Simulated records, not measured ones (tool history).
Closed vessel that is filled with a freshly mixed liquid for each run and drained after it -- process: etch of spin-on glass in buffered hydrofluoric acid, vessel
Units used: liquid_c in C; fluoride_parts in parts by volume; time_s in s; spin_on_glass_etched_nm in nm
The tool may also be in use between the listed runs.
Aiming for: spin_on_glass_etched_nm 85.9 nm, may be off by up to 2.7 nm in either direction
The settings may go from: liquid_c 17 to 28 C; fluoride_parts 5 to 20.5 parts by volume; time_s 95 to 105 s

Run 1, hour 0: liquid_c 20 C, fluoride_parts 12.5 parts by volume, time_s 95 s. Result: spin_on_glass_etched_nm 126.93 nm.
Run 2, hour 6.2: liquid_c 23 C, fluoride_parts 12.5 parts by volume, time_s 95 s. Result: spin_on_glass_etched_nm 147.59 nm.
Run 3, hour 13.8: liquid_c 22.5 C, fluoride_parts 13 parts by volume, time_s 95 s. Result: spin_on_glass_etched_nm 141.36 nm.
Run 4, hour 19.1: liquid_c 24.5 C, fluoride_parts 13 parts by volume, time_s 95 s. Result: spin_on_glass_etched_nm 155.45 nm.
Run 5, hour 27: liquid_c 23.5 C, fluoride_parts 13.5 parts by volume, time_s 95 s. Result: spin_on_glass_etched_nm 140.5 nm.
Run 6, hour 33.3: liquid_c 22.5 C, fluoride_parts 14 parts by volume, time_s 95 s. Result: spin_on_glass_etched_nm 129.38 nm.
Run 7, hour 42.1: liquid_c 22 C, fluoride_parts 14 parts by volume, time_s 95 s. Result: spin_on_glass_etched_nm 124.72 nm.
Run 8, hour 47.4: liquid_c 21.5 C, fluoride_parts 14 parts by volume, time_s 95 s. Result: spin_on_glass_etched_nm 122.58 nm.
Run 9, hour 54.1: liquid_c 21 C, fluoride_parts 14 parts by volume, time_s 95 s. Result: spin_on_glass_etched_nm 120.2 nm.
Run 10, hour 59.4: liquid_c 20.5 C, fluoride_parts 14 parts by volume, time_s 95 s. Result: spin_on_glass_etched_nm 116.33 nm.
Run 11, hour 61.4: liquid_c 20 C, fluoride_parts 14 parts by volume, time_s 95 s. Result: spin_on_glass_etched_nm 112.24 nm.
Run 12, hour 62.2: liquid_c 19.5 C, fluoride_parts 14 parts by volume, time_s 95 s. Result: spin_on_glass_etched_nm 111 nm.
Run 13, hour 65.6: liquid_c 19 C, fluoride_parts 14 parts by volume, time_s 95 s. Result: spin_on_glass_etched_nm 105.69 nm.
Run 14, hour 71.9: liquid_c 18 C, fluoride_parts 14.5 parts by volume, time_s 95 s. Result: spin_on_glass_etched_nm 96.49 nm.
Run 15, hour 79: liquid_c 17.5 C, fluoride_parts 15 parts by volume, time_s 95 s. Result: spin_on_glass_etched_nm 91.279 nm.

Which of these 4 next moves meets every target?
Run A, hour 86.1: liquid_c 17 C, fluoride_parts 16.5 parts by volume, time_s 100 s. Result: spin_on_glass_etched_nm ?.
Run B, hour 86.1: liquid_c 18 C, fluoride_parts 16 parts by volume, time_s 100 s. Result: spin_on_glass_etched_nm ?.
Run C, hour 86.1: liquid_c 17.5 C, fluoride_parts 14.5 parts by volume, time_s 100 s. Result: spin_on_glass_etched_nm ?.
Run D, hour 86.1: liquid_c 17 C, fluoride_parts 14 parts by volume, time_s 100 s. Result: spin_on_glass_etched_nm ?.

move  spin_on_glass_etched_nm
   A                   84.619
   B                   92.344
   C                   98.888
   D                   99.478
A: hits every target within its allowed miss
B: misses by more than the last run did
C: misses by more than the last run did
D: misses by more than the last run did
Answer: A

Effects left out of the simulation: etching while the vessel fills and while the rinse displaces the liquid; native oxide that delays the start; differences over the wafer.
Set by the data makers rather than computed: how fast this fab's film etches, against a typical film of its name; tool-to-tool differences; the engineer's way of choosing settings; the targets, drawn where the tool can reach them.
